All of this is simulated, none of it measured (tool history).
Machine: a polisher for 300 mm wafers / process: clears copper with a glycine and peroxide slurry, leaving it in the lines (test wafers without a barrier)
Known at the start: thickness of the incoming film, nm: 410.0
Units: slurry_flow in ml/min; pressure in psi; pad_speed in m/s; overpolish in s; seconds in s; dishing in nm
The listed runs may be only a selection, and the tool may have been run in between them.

run  hour  slurry_flow  pressure  pad_speed  overpolish  seconds  dishing
  1   0.0          290       3.0       0.92          22   59.054   44.796
  2   0.6          290       3.1       0.92          22   58.121   45.400
  3   7.9          290       3.2       0.92          22   56.618   46.406
  4  12.6          290       3.2       0.92          28   55.808   45.331
  5  16.6          235       3.2       0.92          28   56.519   48.342
  6  17.6          235       3.8       0.92          28   50.251   48.716
  7  19.7          240       3.9       0.92          27   49.927   49.147

What does the tool deliver on the next run?
  8  20.4          240       3.9       0.92          27        ?        ?

seconds: 49.376 s
dishing: 49.122 nm
